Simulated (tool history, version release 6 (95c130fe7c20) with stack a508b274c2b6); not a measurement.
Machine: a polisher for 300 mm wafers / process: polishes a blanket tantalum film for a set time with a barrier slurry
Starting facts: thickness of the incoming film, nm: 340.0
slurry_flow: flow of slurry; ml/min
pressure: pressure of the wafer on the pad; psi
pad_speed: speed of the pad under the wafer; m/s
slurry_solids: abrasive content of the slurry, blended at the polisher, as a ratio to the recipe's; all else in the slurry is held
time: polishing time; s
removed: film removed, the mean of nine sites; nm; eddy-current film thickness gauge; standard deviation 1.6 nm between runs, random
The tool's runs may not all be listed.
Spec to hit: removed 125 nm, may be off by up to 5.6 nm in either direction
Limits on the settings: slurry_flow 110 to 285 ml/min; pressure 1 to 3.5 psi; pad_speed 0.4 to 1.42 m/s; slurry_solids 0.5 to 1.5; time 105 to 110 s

{"run": 1, "hour": 0.0, "slurry_flow": 180, "pressure": 2.2, "pad_speed": 0.9, "slurry_solids": 1, "time": 105, "removed": 184.82}
{"run": 2, "hour": 8.7, "slurry_flow": 180, "pressure": 2, "pad_speed": 0.9, "slurry_solids": 1, "time": 105, "removed": 170.13}
{"run": 3, "hour": 17.3, "slurry_flow": 180, "pressure": 1.9, "pad_speed": 0.9, "slurry_solids": 1, "time": 105, "removed": 171.25}
{"run": 4, "hour": 22.0, "slurry_flow": 180, "pressure": 2.2, "pad_speed": 0.9, "slurry_solids": 1, "time": 105, "removed": 182.41}
{"run": 5, "hour": 24.7, "slurry_flow": 180, "pressure": 2.2, "pad_speed": 0.9, "slurry_solids": 1, "time": 105, "removed": 179.85}
{"run": 6, "hour": 25.6, "slurry_flow": 180, "pressure": 2, "pad_speed": 0.88, "slurry_solids": 1, "time": 105, "removed": 167.98}
{"run": 7, "hour": 27.8, "slurry_flow": 180, "pressure": 1.8, "pad_speed": 0.88, "slurry_solids": 1, "time": 105, "removed": 156.79}
{"run": 8, "hour": 31.1, "slurry_flow": 180, "pressure": 1.7, "pad_speed": 0.88, "slurry_solids": 1, "time": 105, "removed": 149.23}
{"run": 9, "hour": 34.4, "slurry_flow": 180, "pressure": 1.6, "pad_speed": 0.88, "slurry_solids": 1, "time": 105, "removed": 144.11}
{"run": 10, "hour": 38.2, "slurry_flow": 180, "pressure": 1.5, "pad_speed": 0.88, "slurry_solids": 1, "time": 105, "removed": 142.08}
{"run": 11, "hour": 44.0, "slurry_flow": 180, "pressure": 1.4, "pad_speed": 0.88, "slurry_solids": 1, "time": 105, "removed": 137.35}
{"run": 12, "hour": 48.6, "slurry_flow": 180, "pressure": 1.3, "pad_speed": 0.88, "slurry_solids": 1, "time": 105, "removed": 132.19}

5 candidate next runs follow, results not yet known. Just one meets every target within its allowed miss. Identify it.
{"run": "A", "hour": 53.2, "slurry_flow": 155, "pressure": 1.5, "pad_speed": 0.8, "slurry_solids": 0.8, "time": 110, "removed": "?"}
{"run": "B", "hour": 53.2, "slurry_flow": 135, "pressure": 1.1, "pad_speed": 1.14, "slurry_solids": 0.9, "time": 109, "removed": "?"}
{"run": "C", "hour": 53.2, "slurry_flow": 170, "pressure": 1.2, "pad_speed": 0.98, "slurry_solids": 0.95, "time": 109, "removed": "?"}
{"run": "D", "hour": 53.2, "slurry_flow": 185, "pressure": 1.5, "pad_speed": 0.86, "slurry_solids": 0.85, "time": 110, "removed": "?"}
{"run": "E", "hour": 53.2, "slurry_flow": 170, "pressure": 1.4, "pad_speed": 0.92, "slurry_solids": 0.75, "time": 110, "removed": "?"}

move=A removed=123.84
move=B removed=148.93
move=C removed=142.38
move=D removed=139.49
move=E removed=136.04
A: all results land within tolerance of their targets
B: moves away from the targets compared with the last run
C: moves away from the targets compared with the last run
D: moves away from the targets compared with the last run
E: moves away from the targets compared with the last run
A meets every target.

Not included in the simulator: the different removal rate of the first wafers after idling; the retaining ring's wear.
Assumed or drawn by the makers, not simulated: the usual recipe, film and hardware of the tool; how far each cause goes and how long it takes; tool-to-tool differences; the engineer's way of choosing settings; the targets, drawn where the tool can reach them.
